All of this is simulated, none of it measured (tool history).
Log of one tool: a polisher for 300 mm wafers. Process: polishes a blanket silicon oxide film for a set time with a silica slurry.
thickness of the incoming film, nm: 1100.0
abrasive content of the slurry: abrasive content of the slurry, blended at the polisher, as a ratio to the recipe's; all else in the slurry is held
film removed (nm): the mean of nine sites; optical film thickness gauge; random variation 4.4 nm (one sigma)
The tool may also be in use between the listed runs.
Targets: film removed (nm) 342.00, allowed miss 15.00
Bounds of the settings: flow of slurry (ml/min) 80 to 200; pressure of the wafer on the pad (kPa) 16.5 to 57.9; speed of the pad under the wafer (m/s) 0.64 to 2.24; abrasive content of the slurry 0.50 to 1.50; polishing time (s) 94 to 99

run  hour  flow of slurry (ml/min)  pressure of the wafer on the pad (kPa)  speed of the pad under the wafer (m/s)  abrasive content of the slurry  polishing time (s)  film removed (nm)
  1   0.0                      130                                    37.2                                    1.44                            1.00                  94             529.08
  2   0.9                      130                                    31.7                                    1.44                            1.00                  94             443.06
  3   6.2                      130                                    31.7                                    1.44                            1.00                  94             447.39
  4  12.9                      130                                    31.7                                    1.44                            1.10                  94             471.93
  5  16.9                      130                                    29.6                                    1.44                            1.10                  94             450.21
  6  20.1                      130                                    29.6                                    1.44                            1.10                  99             461.76
  7  24.7                      130                                    28.3                                    1.44                            1.10                  99             451.38
  8  29.2                      130                                    26.9                                    1.44                            1.10                  99             416.81
  9  35.1                      130                                    26.9                                    1.44                            1.10                  99             424.25
 10  38.8                      120                                    18.6                                    1.42                            1.10                  99             290.67

Which of these 4 next moves meets every target?
  A  42.5                      135                                    26.9                                    1.42                            1.00                  96                  ?
  B  42.5                       95                                    18.6                                    1.90                            1.15                  99                  ?
  C  42.5                      125                                    16.5                                    1.78                            1.25                  96                  ?
  D  42.5                      130                                    18.6                                    1.28                            1.05                  94                  ?

move  film removed (nm)
   A             392.23
   B             346.13
   C             315.78
   D             258.76
A: takes the result that was furthest off past its target
B: meets every target
C: nearer than the last run, and not there yet
D: further off than the last run
The right move is B.

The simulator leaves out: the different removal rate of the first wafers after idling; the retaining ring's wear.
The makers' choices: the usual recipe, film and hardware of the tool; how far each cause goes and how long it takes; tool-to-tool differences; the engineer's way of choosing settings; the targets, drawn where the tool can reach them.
